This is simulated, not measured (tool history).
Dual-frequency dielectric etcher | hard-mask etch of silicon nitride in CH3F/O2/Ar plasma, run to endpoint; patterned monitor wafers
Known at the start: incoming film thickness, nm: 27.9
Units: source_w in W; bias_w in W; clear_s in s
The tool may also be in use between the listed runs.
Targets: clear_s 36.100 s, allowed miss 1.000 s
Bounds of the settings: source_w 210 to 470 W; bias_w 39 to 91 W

Run 1, day 0.000: source_w 340 W, bias_w 65 W. Result: clear_s 44.390 s.
Run 2, day 0.267: source_w 300 W, bias_w 65 W. Result: clear_s 45.834 s.
Run 3, day 0.517: source_w 330 W, bias_w 65 W. Result: clear_s 44.012 s.
Run 4, day 0.775: source_w 350 W, bias_w 67 W. Result: clear_s 42.486 s.
Run 5, day 1.150: source_w 360 W, bias_w 68 W. Result: clear_s 41.932 s.
Run 6, day 1.242: source_w 380 W, bias_w 68 W. Result: clear_s 41.176 s.
Run 7, day 1.450: source_w 390 W, bias_w 69 W. Result: clear_s 40.859 s.
Run 8, day 1.754: source_w 400 W, bias_w 71 W. Result: clear_s 39.300 s.
Run 9, day 1.879: source_w 410 W, bias_w 72 W. Result: clear_s 38.522 s.
Run 10, day 2.146: source_w 410 W, bias_w 72 W. Result: clear_s 38.879 s.
Run 11, day 2.388: source_w 420 W, bias_w 73 W. Result: clear_s 38.141 s.
Run 12, day 2.667: source_w 440 W, bias_w 75 W. Result: clear_s 37.080 s.

5 next moves are on the table. One of them brings every result within its allowed miss. Which?
Run A, day 2.946: source_w 390 W, bias_w 74 W. Result: clear_s ?.
Run B, day 2.946: source_w 450 W, bias_w 70 W. Result: clear_s ?.
Run C, day 2.946: source_w 410 W, bias_w 71 W. Result: clear_s ?.
Run D, day 2.946: source_w 470 W, bias_w 76 W. Result: clear_s ?.
Run E, day 2.946: source_w 380 W, bias_w 81 W. Result: clear_s ?.

move  clear_s
   A   39.365
   B   38.560
   C   39.540
   D   36.388
   E   37.892
A: further off than the last run
B: further off than the last run
C: further off than the last run
D: meets every target
E: further off than the last run
Answer: D
